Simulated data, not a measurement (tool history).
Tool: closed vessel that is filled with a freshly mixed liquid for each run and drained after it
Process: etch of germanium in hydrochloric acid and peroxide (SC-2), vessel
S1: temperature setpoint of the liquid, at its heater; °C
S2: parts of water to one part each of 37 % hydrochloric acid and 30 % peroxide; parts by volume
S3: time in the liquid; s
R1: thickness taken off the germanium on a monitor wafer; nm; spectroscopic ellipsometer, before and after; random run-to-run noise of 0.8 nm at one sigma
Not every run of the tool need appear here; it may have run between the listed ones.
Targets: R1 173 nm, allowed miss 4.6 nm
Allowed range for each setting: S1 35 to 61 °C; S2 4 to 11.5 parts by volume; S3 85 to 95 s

run    day    S1   S2  S3      R1
  1      0    45  6.5  85  221.04
  2  0.054  50.5  6.5  85  264.39
  3   0.15  48.5  6.5  85  247.57
  4  0.238    47  6.5  85  235.53
  5  0.438    47  6.5  95  264.31
  6  0.658    47  6.5  95  263.82
  7  0.904  45.5  6.5  95  248.63
  8  1.258    44  6.5  95  239.43
  9  1.312  42.5  6.5  95  226.49
 10   1.65  41.5  6.5  95  220.59
 11  1.796    35  6.5  90  167.41

Which single option among these 5 for the next run brings every result within its allowed miss of target? Just one does.
  A  1.942  36.5   8  95   ?
  B  1.942    35   7  90   ?
  C  1.942    36   7  90   ?
  D  1.942    35   6  85   ?
  E  1.942  35.5   9  85   ?

move      R1
   A  183.32
   B  165.78
   C  171.72
   D  157.35
   E  157.32
A: pushes the last run's worst result past its target
B: the biggest miss grows against the last run
C: meets every target
D: the biggest miss grows against the last run
E: the biggest miss grows against the last run
C meets every target.
